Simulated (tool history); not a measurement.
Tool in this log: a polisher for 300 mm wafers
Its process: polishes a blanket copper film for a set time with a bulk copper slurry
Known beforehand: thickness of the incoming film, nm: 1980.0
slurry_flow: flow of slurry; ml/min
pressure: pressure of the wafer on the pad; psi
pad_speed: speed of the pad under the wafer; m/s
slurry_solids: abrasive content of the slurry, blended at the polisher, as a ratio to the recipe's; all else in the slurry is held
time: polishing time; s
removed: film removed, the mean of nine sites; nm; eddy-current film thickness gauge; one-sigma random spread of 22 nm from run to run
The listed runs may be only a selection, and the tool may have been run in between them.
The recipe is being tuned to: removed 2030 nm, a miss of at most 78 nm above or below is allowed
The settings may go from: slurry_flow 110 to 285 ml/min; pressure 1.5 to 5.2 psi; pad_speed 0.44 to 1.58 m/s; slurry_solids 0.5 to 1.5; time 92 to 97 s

{"run": 1, "hour": 0.0, "slurry_flow": 180, "pressure": 3.3, "pad_speed": 1, "slurry_solids": 1, "time": 92, "removed": 1117.8}
{"run": 2, "hour": 2.0, "slurry_flow": 180, "pressure": 2.5, "pad_speed": 1, "slurry_solids": 1, "time": 92, "removed": 859.24}
{"run": 3, "hour": 3.5, "slurry_flow": 180, "pressure": 2.5, "pad_speed": 0.86, "slurry_solids": 1, "time": 92, "removed": 727.22}
{"run": 4, "hour": 8.3, "slurry_flow": 180, "pressure": 2.5, "pad_speed": 0.86, "slurry_solids": 1.1, "time": 92, "removed": 742.42}
{"run": 5, "hour": 10.2, "slurry_flow": 180, "pressure": 2.5, "pad_speed": 0.98, "slurry_solids": 1.1, "time": 92, "removed": 858.89}
{"run": 6, "hour": 17.8, "slurry_flow": 180, "pressure": 2.5, "pad_speed": 0.98, "slurry_solids": 1.1, "time": 92, "removed": 848.32}
{"run": 7, "hour": 18.6, "slurry_flow": 195, "pressure": 3.5, "pad_speed": 1.04, "slurry_solids": 1.1, "time": 92, "removed": 1253.2}
{"run": 8, "hour": 22.8, "slurry_flow": 210, "pressure": 4.5, "pad_speed": 1.06, "slurry_solids": 1.1, "time": 92, "removed": 1658.7}
{"run": 9, "hour": 28.2, "slurry_flow": 210, "pressure": 4.7, "pad_speed": 1.06, "slurry_solids": 1.1, "time": 92, "removed": 1756.7}
{"run": 10, "hour": 35.2, "slurry_flow": 210, "pressure": 4.8, "pad_speed": 1.06, "slurry_solids": 1.1, "time": 92, "removed": 1769.4}
{"run": 11, "hour": 42.8, "slurry_flow": 210, "pressure": 4.9, "pad_speed": 1.06, "slurry_solids": 1.1, "time": 92, "removed": 1787}
{"run": 12, "hour": 44.8, "slurry_flow": 215, "pressure": 5, "pad_speed": 1.06, "slurry_solids": 1.1, "time": 92, "removed": 1889.7}
{"run": 13, "hour": 46.9, "slurry_flow": 220, "pressure": 5, "pad_speed": 1.06, "slurry_solids": 1.1, "time": 92, "removed": 1834.1}
{"run": 14, "hour": 55.1, "slurry_flow": 215, "pressure": 5.1, "pad_speed": 1.08, "slurry_solids": 1.1, "time": 92, "removed": 1931.7}

4 next moves are on the table. One of them brings every result within its allowed miss. Which?
{"run": "A", "hour": 63.3, "slurry_flow": 215, "pressure": 5.1, "pad_speed": 1.04, "slurry_solids": 1.15, "time": 93, "removed": "?"}
{"run": "B", "hour": 63.3, "slurry_flow": 250, "pressure": 4.9, "pad_speed": 1.1, "slurry_solids": 1.3, "time": 94, "removed": "?"}
{"run": "C", "hour": 63.3, "slurry_flow": 210, "pressure": 5.2, "pad_speed": 0.98, "slurry_solids": 0.9, "time": 97, "removed": "?"}
{"run": "D", "hour": 63.3, "slurry_flow": 230, "pressure": 5.2, "pad_speed": 1, "slurry_solids": 0.95, "time": 92, "removed": "?"}

move=A removed=1892.2
move=B removed=2016.4
move=C removed=1825.6
move=D removed=1800.1
A: misses by more than the last run did
B: all results in spec
C: misses by more than the last run did
D: misses by more than the last run did
Answer: B
